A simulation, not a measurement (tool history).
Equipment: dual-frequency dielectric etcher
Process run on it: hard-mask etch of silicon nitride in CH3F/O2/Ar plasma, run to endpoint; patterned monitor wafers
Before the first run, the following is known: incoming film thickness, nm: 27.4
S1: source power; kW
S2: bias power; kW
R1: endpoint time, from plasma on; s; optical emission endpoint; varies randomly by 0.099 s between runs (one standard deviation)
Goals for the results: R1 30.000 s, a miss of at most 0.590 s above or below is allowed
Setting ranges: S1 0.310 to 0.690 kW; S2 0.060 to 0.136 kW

{"run": 1, "hour": 0.0, "S1": 0.5, "S2": 0.098, "R1": 32.467}
{"run": 2, "hour": 7.9, "S1": 0.5, "S2": 0.081, "R1": 34.308}
{"run": 3, "hour": 8.7, "S1": 0.52, "S2": 0.082, "R1": 33.699}
{"run": 4, "hour": 13.0, "S1": 0.54, "S2": 0.083, "R1": 33.141}
{"run": 5, "hour": 21.6, "S1": 0.56, "S2": 0.084, "R1": 32.569}
{"run": 6, "hour": 29.8, "S1": 0.5, "S2": 0.084, "R1": 33.998}
{"run": 7, "hour": 37.7, "S1": 0.52, "S2": 0.085, "R1": 33.365}
{"run": 8, "hour": 42.8, "S1": 0.54, "S2": 0.086, "R1": 32.841}
{"run": 9, "hour": 51.0, "S1": 0.55, "S2": 0.087, "R1": 32.638}
{"run": 10, "hour": 51.6, "S1": 0.56, "S2": 0.088, "R1": 32.075}
{"run": 11, "hour": 57.1, "S1": 0.57, "S2": 0.088, "R1": 32.108}

4 next moves are on the table. One of them brings every result within its allowed miss. Which?
{"run": "A", "hour": 62.6, "S1": 0.6, "S2": 0.103, "R1": "?"}
{"run": "B", "hour": 62.6, "S1": 0.61, "S2": 0.116, "R1": "?"}
{"run": "C", "hour": 62.6, "S1": 0.68, "S2": 0.098, "R1": "?"}
{"run": "D", "hour": 62.6, "S1": 0.62, "S2": 0.113, "R1": "?"}

move=A R1=29.883
move=B R1=28.690
move=C R1=28.991
move=D R1=28.750
A: meets every target
B: carries the result that was furthest off beyond its target, to the other side
C: carries the result that was furthest off beyond its target, to the other side
D: carries the result that was furthest off beyond its target, to the other side
Correct choice: A, which meets every target
